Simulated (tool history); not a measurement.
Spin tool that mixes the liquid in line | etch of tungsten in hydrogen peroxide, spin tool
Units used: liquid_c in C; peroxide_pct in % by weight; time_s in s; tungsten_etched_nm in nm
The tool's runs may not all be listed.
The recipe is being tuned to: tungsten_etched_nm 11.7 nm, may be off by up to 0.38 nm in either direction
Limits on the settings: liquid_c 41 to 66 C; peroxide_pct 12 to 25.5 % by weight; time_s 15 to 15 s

run    day  liquid_c  peroxide_pct  time_s  tungsten_etched_nm
  1      0        57          17.5      15              17.891
  2  0.133        56          17.5      15               16.84
  3  0.229      55.5          17.5      15              16.307
  4  0.333        52          17.5      15               13.37
  5  0.517        52          14.5      15              12.175
  6  0.767        52          17.5      15              13.121
  7  0.938        51          17.5      15              12.373
  8  1.096      50.5          17.5      15              12.143

5 candidate next runs follow, results not yet known. Just one meets every target within its allowed miss. Identify it.
  A  1.254      49.5            16      15                   ?
  B  1.254        50          17.5      15                   ?
  C  1.254        49            17      15                   ?
  D  1.254      49.5            22      15                   ?
  E  1.254      47.5          20.5      15                   ?

move  tungsten_etched_nm
   A              11.069
   B              11.936
   C              11.064
   D              12.979
   E              11.075
A: the result that was furthest off in the last run now lies on the other side of its target
B: all results land within tolerance of their targets
C: the result that was furthest off in the last run now lies on the other side of its target
D: further off than the last run
E: the result that was furthest off in the last run now lies on the other side of its target
So the answer is move B, the one that meets all the targets.
